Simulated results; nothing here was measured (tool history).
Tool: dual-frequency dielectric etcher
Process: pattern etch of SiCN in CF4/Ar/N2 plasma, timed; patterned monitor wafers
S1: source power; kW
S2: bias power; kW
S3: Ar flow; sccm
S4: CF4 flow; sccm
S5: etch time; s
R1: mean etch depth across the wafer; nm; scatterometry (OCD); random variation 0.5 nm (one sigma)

Run 1, hour 0: S1 0.6 kW, S2 0.098 kW, S3 91 sccm, S4 64 sccm, S5 69 s. Result: R1 76.5 nm.
Run 2, hour 6.8: S1 0.63 kW, S2 0.099 kW, S3 91 sccm, S4 64 sccm, S5 69 s. Result: R1 80.867 nm.
Run 3, hour 14.2: S1 0.56 kW, S2 0.099 kW, S3 91 sccm, S4 64 sccm, S5 69 s. Result: R1 71.735 nm.
Run 4, hour 18.6: S1 0.51 kW, S2 0.099 kW, S3 91 sccm, S4 64 sccm, S5 69 s. Result: R1 64.48 nm.
Run 5, hour 26.3: S1 0.51 kW, S2 0.099 kW, S3 74 sccm, S4 64 sccm, S5 69 s. Result: R1 66.83 nm.
At hour 33.8: Ar flow controller replaced.
Run 6, hour 33.8: S1 0.55 kW, S2 0.1 kW, S3 74 sccm, S4 64 sccm, S5 69 s. Result: R1 73.93 nm.
Run 7, hour 40.1: S1 0.67 kW, S2 0.103 kW, S3 73 sccm, S4 64 sccm, S5 69 s. Result: R1 92.319 nm.
Run 8, hour 47: S1 0.68 kW, S2 0.103 kW, S3 73 sccm, S4 64 sccm, S5 69 s. Result: R1 93.255 nm.
Run 9, hour 54.5: S1 0.69 kW, S2 0.103 kW, S3 73 sccm, S4 64 sccm, S5 69 s. Result: R1 95.227 nm.

Forecast run 10:
Run 10, hour 63.3: S1 0.7 kW, S2 0.103 kW, S3 73 sccm, S4 64 sccm, S5 69 s. Result: R1 ?.

Run 10 gave R1 96.656 nm.

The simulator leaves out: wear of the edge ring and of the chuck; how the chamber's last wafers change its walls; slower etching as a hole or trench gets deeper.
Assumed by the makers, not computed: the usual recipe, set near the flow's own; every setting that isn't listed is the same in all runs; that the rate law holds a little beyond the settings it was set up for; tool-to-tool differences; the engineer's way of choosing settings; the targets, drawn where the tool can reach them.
